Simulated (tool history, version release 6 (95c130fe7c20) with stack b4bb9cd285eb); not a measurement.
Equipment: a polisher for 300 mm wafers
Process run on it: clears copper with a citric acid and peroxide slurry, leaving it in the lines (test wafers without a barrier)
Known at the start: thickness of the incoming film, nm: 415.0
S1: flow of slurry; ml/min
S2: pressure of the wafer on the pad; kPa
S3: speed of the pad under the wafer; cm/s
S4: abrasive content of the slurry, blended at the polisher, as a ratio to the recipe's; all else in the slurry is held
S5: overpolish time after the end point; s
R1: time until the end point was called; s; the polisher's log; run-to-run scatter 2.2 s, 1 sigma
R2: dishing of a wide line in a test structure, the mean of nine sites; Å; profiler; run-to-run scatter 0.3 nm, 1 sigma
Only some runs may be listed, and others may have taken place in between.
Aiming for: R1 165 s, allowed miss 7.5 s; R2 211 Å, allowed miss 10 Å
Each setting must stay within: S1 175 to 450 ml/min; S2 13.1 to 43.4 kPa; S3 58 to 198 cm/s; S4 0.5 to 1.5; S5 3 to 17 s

run	day	S1	S2	S3	S4	S5	R1	R2
1	0	290	28.3	128	1	9	107.82	225.59
2	0.3	355	28.3	128	1	9	100.27	230.8
3	0.617	355	28.3	158	1	9	83.764	268.07
4	0.704	410	28.3	158	1	9	82.324	266.4
5	0.825	435	28.3	158	1	9	84.005	269.27
6	1.2	435	34.5	158	1	9	68.926	302.13
7	1.279	435	31	152	1	9	76.98	278.67
8	1.383	425	28.3	148	1	9	89.436	248.91
9	1.517	425	28.3	148	1	9	88.217	253.44
10	1.871	425	25.5	144	1	10	101.07	250.25
11	2.079	425	23.4	142	1	10	110.26	226.98
12	2.204	425	22.1	142	1	11	117.24	235.85
13	2.358	425	14.5	140	1	13	181.12	196.41

Which of these 4 next moves meets every target?
A	2.512	445	17.9	112	0.8	15	?	?
B	2.512	375	13.1	170	1.05	13	?	?
C	2.512	360	13.1	126	0.9	17	?	?
D	2.512	430	15.2	150	0.9	15	?	?

move	R1	R2
A	188.71	208.6
B	161.89	206.73
C	224.14	198.6
D	163.06	229.53
A: its largest miss is bigger than the last run's
B: hits every target within its allowed miss
C: its largest miss is bigger than the last run's
D: the furthest-off result lands on target, but another misses its tolerance
So the answer is move B, the one that meets all the targets.
